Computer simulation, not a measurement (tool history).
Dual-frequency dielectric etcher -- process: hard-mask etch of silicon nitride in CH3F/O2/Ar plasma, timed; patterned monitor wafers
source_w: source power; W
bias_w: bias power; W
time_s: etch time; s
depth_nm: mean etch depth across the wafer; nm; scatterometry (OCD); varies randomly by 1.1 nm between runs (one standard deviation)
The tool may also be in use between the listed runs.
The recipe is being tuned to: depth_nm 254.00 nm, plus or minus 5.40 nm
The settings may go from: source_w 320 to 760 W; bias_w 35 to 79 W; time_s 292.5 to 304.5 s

run	day	source_w	bias_w	time_s	depth_nm
1	0.000	540	57	292.5	229.52
2	0.067	560	57	292.5	235.67
3	0.221	570	57	292.5	236.36
4	0.475	580	57	292.5	237.71
5	0.621	590	57	292.5	239.98
6	0.967	510	57	292.5	225.37
7	1.162	530	58	292.5	228.36
8	1.383	640	63	293.5	259.90

Next run, 5 choices. One meets every target within its allowed miss, the rest don't. Which?
A	1.604	630	62	292.5	?
B	1.604	590	59	292.5	?
C	1.604	690	59	301.5	?
D	1.604	740	57	295.5	?
E	1.604	600	66	299.0	?

move	depth_nm
A	254.94
B	242.79
C	268.32
D	267.62
E	261.42
A: hits every target within its allowed miss
B: pushes the last run's worst result past its target
C: lands further from the targets than the last run did
D: lands further from the targets than the last run did
E: lands further from the targets than the last run did
The move that meets every target is A.
